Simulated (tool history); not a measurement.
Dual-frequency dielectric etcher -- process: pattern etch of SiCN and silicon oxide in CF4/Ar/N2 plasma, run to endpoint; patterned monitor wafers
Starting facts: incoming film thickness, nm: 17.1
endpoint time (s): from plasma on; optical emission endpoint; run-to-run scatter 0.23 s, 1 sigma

| run | hour | source power (W) | bias power (W) | Ar flow (sccm) | CF4 flow (sccm) | endpoint time (s) |
|---|---|---|---|---|---|---|
| 1 | 0.0 | 380 | 88 | 140 | 61 | 23.666 |
| 2 | 3.8 | 380 | 88 | 140 | 71 | 23.146 |
| 3 | 6.2 | 380 | 104 | 140 | 71 | 21.773 |
| 4 | 14.8 | 360 | 103 | 140 | 71 | 22.601 |
| 5 | 22.8 | 360 | 103 | 123 | 71 | 22.164 |
| 6 | 26.9 | 360 | 112 | 123 | 71 | 21.420 |
| 7 | 31.5 | 340 | 110 | 124 | 71 | 22.306 |
| 8 | 38.0 | 320 | 107 | 126 | 71 | 24.089 |
| 9 | 41.9 | 310 | 107 | 126 | 71 | 25.306 |
| 10 | 50.3 | 300 | 107 | 126 | 71 | 25.690 |

What will run 11 give?
| 11 | 54.0 | 290 | 107 | 126 | 71 | ? |

{"run 11": {"endpoint time (s)": 26.092}}
